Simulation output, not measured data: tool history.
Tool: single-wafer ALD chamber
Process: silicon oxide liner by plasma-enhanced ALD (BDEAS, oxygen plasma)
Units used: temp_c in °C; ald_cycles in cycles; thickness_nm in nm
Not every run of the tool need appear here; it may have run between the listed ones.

run	hour	temp_c	ald_cycles	thickness_nm
1	0.0	320	83	7.9512
2	3.5	320	88	8.3846
3	12.1	320	81	7.7177
4	18.3	321	80	7.5966
5	21.3	323	79	7.4697
6	29.8	325	79	7.4412

What will run 7 give?
7	35.1	327	79	?

{"run 7": {"thickness_nm": 7.4416}}

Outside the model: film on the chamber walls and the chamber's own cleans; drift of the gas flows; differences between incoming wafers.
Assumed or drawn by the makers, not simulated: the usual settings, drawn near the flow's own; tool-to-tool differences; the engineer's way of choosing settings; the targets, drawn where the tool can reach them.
